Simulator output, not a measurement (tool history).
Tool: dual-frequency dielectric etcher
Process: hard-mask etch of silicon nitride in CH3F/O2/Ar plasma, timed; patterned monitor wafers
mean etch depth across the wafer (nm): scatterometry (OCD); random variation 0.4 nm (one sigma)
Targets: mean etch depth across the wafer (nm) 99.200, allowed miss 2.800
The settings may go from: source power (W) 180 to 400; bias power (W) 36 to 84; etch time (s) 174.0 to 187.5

| run | day | source power (W) | bias power (W) | etch time (s) | mean etch depth across the wafer (nm) |
|---|---|---|---|---|---|
| 1 | 0.000 | 290 | 60 | 187.5 | 111.620 |
| 2 | 0.183 | 270 | 58 | 187.0 | 106.840 |
| 3 | 0.467 | 260 | 57 | 186.5 | 103.810 |
| 4 | 0.538 | 300 | 57 | 186.5 | 110.560 |
| 5 | 0.688 | 320 | 57 | 186.5 | 112.210 |
| 6 | 0.817 | 300 | 55 | 186.0 | 108.640 |
| 7 | 0.867 | 290 | 54 | 185.5 | 105.210 |
| 8 | 1.021 | 280 | 53 | 185.5 | 103.970 |

4 next moves are on the table. One of them brings every result within its allowed miss. Which?
| A | 1.175 | 320 | 56 | 182.5 | ? |
| B | 1.175 | 270 | 55 | 177.5 | ? |
| C | 1.175 | 280 | 46 | 174.0 | ? |
| D | 1.175 | 260 | 54 | 174.0 | ? |

| move | mean etch depth across the wafer (nm) |
|---|---|
| A | 109.750 |
| B | 99.548 |
| C | 92.835 |
| D | 95.591 |
A: further off than the last run
B: meets every target
C: takes the result that was furthest off past its target
D: takes the result that was furthest off past its target
Answer: B
